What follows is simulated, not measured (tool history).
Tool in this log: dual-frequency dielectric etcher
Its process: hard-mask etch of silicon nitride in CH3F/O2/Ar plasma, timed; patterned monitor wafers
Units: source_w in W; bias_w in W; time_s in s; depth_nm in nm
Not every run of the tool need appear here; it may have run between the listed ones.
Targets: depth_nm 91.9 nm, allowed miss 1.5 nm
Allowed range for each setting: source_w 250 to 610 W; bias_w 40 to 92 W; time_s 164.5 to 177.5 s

run 1 hour=0 | source_w=430 bias_w=66 time_s=177.5 | depth_nm=123.54
run 2 hour=2.2 | source_w=430 bias_w=66 time_s=177.5 | depth_nm=122.84
run 3 hour=3.6 | source_w=400 bias_w=62 time_s=176.5 | depth_nm=115.93
run 4 hour=9.8 | source_w=380 bias_w=60 time_s=176 | depth_nm=111.8
run 5 hour=16.1 | source_w=380 bias_w=49 time_s=176 | depth_nm=101.25
run 6 hour=22.6 | source_w=380 bias_w=59 time_s=176 | depth_nm=111.86
run 7 hour=23.8 | source_w=360 bias_w=56 time_s=175.5 | depth_nm=105.86
run 8 hour=24.7 | source_w=340 bias_w=55 time_s=175.5 | depth_nm=102.84
run 9 hour=25.4 | source_w=330 bias_w=54 time_s=175.5 | depth_nm=101.43
run 10 hour=33.5 | source_w=320 bias_w=53 time_s=175.5 | depth_nm=99.265
run 11 hour=40.5 | source_w=310 bias_w=53 time_s=175.5 | depth_nm=97.842
run 12 hour=49.2 | source_w=300 bias_w=53 time_s=175.5 | depth_nm=97.049
run 13 hour=54.1 | source_w=290 bias_w=53 time_s=175.5 | depth_nm=95.669
run 14 hour=58.5 | source_w=250 bias_w=52 time_s=175.5 | depth_nm=90.737

Next run, 5 choices. One meets every target within its allowed miss, the rest don't. Which?
run A hour=62.9 | source_w=260 bias_w=49 time_s=177.5 | depth_nm=?
run B hour=62.9 | source_w=290 bias_w=52 time_s=164.5 | depth_nm=?
run C hour=62.9 | source_w=270 bias_w=53 time_s=172.5 | depth_nm=?
run D hour=62.9 | source_w=250 bias_w=57 time_s=164.5 | depth_nm=?
run E hour=62.9 | source_w=250 bias_w=53 time_s=169 | depth_nm=?

move=A depth_nm=89.626
move=B depth_nm=88.859
move=C depth_nm=91.91
move=D depth_nm=88.773
move=E depth_nm=87.812
A: the biggest miss grows against the last run
B: the biggest miss grows against the last run
C: all results in spec
D: the biggest miss grows against the last run
E: the biggest miss grows against the last run
Go with C: it meets all targets.
